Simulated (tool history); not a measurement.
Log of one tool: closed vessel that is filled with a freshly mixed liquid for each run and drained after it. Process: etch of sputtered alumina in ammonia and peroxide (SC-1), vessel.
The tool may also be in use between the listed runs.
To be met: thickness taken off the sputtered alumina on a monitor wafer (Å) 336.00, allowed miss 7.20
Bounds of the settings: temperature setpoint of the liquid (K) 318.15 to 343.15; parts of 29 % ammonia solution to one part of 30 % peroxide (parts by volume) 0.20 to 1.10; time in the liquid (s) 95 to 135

run,day,temperature setpoint of the liquid (K),parts of 29 % ammonia solution to one part of 30 % peroxide (parts by volume),time in the liquid (s),thickness taken off the sputtered alumina on a monitor wafer (Å)
1,0.000,334.15,0.60,135,217.84
2,0.383,334.15,0.60,95,153.47
3,0.529,336.15,0.70,105,189.36
4,0.862,337.65,0.60,110,212.80
5,1.042,339.15,0.50,115,235.06
6,1.254,339.15,0.35,115,230.11
7,1.500,340.15,0.55,120,255.68
8,1.558,343.15,0.80,135,349.70

4 next moves are on the table. One of them brings every result within its allowed miss. Which?
A,1.617,343.15,0.95,135,?
B,1.617,341.65,1.10,130,?
C,1.617,343.15,0.55,135,?
D,1.617,343.15,1.00,135,?

move,thickness taken off the sputtered alumina on a monitor wafer (Å)
A,357.85
B,325.02
C,339.89
D,359.59
A: further off than the last run
B: takes the result that was furthest off past its target
C: meets every target
D: further off than the last run
Move C is the one to make.
